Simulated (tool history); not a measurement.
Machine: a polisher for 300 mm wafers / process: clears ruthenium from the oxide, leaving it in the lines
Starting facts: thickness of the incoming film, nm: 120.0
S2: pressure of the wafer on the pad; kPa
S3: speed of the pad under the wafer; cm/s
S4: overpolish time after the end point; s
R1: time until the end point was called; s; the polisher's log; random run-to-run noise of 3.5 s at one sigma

Run 1, hour 0.0: flow of slurry (ml/min) 320, S2 10.3 kPa, S3 92 cm/s, S4 5 s. Result: R1 141.74 s.
Run 2, hour 1.1: flow of slurry (ml/min) 260, S2 10.3 kPa, S3 92 cm/s, S4 5 s. Result: R1 152.83 s.
Run 3, hour 4.3: flow of slurry (ml/min) 260, S2 10.3 kPa, S3 92 cm/s, S4 5 s. Result: R1 149.52 s.
Run 4, hour 6.2: flow of slurry (ml/min) 260, S2 9.0 kPa, S3 92 cm/s, S4 5 s. Result: R1 168.17 s.
Run 5, hour 10.4: flow of slurry (ml/min) 260, S2 9.0 kPa, S3 112 cm/s, S4 5 s. Result: R1 139.63 s.
Run 6, hour 13.9: flow of slurry (ml/min) 260, S2 9.0 kPa, S3 112 cm/s, S4 5 s. Result: R1 145.60 s.

Expected results for the next run?
Run 7, hour 21.8: flow of slurry (ml/min) 260, S2 8.3 kPa, S3 112 cm/s, S4 5 s. Result: R1 ?.

Run 7 yielded R1 153.65 s.
